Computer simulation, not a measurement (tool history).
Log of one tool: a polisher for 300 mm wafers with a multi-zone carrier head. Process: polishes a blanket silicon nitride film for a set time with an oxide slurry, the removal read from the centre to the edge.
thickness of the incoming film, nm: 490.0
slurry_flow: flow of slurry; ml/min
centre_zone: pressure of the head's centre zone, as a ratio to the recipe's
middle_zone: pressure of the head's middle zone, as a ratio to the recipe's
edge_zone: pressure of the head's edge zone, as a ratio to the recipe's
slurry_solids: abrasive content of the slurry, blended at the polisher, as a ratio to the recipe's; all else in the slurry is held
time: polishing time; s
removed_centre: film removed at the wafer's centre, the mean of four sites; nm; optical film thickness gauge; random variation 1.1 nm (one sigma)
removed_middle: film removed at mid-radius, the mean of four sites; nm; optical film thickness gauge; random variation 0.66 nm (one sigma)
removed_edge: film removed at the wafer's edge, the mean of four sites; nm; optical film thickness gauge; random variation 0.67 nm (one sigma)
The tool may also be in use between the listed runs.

run,hour,slurry_flow,centre_zone,middle_zone,edge_zone,slurry_solids,time,removed_centre,removed_middle,removed_edge
1,0.0,285,1.00,1.00,1.00,1.00,69,56.967,58.062,56.855
2,1.6,345,1.00,1.00,1.00,1.00,69,57.999,58.864,57.104
3,6.0,345,1.00,1.00,0.92,1.00,69,58.479,59.159,55.438
4,12.3,345,1.00,1.00,0.95,1.00,69,58.536,59.321,56.076
5,20.5,345,1.03,1.00,0.95,1.00,69,59.924,59.130,56.416
6,25.6,345,1.10,1.00,0.95,1.00,69,63.814,58.738,56.238
7,33.1,350,1.11,1.04,1.00,1.15,74,74.886,70.431,65.558
8,41.5,345,1.10,1.06,1.04,1.25,78,81.748,78.174,72.253
# hour 49.4: worn pad replaced by a new one
9,49.4,345,1.09,1.07,1.07,1.30,82,96.420,93.573,88.348
10,52.3,395,1.11,1.17,1.13,1.30,82,99.036,103.400,90.169
11,58.7,395,1.11,1.17,1.15,1.30,82,99.185,101.540,91.666
12,63.8,400,1.11,1.18,1.16,1.30,82,98.772,103.260,90.367
13,72.0,400,1.11,1.18,1.17,1.35,82,100.500,106.130,94.323

Run 14 comes next. What will it give?
14,76.4,400,1.12,1.18,1.18,1.35,82,?,?,?

removed_centre: 102.510 nm
removed_middle: 105.160 nm
removed_edge: 94.549 nm

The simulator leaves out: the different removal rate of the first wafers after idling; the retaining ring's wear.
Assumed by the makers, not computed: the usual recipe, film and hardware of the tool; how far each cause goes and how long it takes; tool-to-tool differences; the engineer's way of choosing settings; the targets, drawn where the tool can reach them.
